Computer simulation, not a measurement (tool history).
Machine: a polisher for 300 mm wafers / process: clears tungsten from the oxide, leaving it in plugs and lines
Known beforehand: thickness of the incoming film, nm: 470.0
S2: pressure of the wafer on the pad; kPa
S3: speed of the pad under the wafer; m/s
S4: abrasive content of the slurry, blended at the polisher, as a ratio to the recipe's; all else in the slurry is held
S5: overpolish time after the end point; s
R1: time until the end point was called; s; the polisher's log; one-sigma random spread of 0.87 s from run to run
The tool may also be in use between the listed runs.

{"run": 1, "hour": 0.0, "flow of slurry (ml/min)": 200, "S2": 23.4, "S3": 0.98, "S4": 1.0, "S5": 42, "R1": 113.44}
{"run": 2, "hour": 5.5, "flow of slurry (ml/min)": 205, "S2": 24.1, "S3": 0.98, "S4": 1.0, "S5": 42, "R1": 111.19}
{"run": 3, "hour": 12.5, "flow of slurry (ml/min)": 205, "S2": 24.1, "S3": 1.18, "S4": 1.0, "S5": 42, "R1": 93.719}
{"run": 4, "hour": 16.0, "flow of slurry (ml/min)": 205, "S2": 24.1, "S3": 1.02, "S4": 1.0, "S5": 42, "R1": 106.04}
{"run": 5, "hour": 24.6, "flow of slurry (ml/min)": 185, "S2": 24.1, "S3": 1.02, "S4": 1.0, "S5": 42, "R1": 107.25}
{"run": 6, "hour": 33.1, "flow of slurry (ml/min)": 185, "S2": 24.1, "S3": 1.22, "S4": 1.0, "S5": 42, "R1": 89.475}

For run 7, what comes out?
{"run": 7, "hour": 41.9, "flow of slurry (ml/min)": 185, "S2": 23.4, "S3": 1.22, "S4": 1.0, "S5": 42, "R1": "?"}

R1: 93.937 s
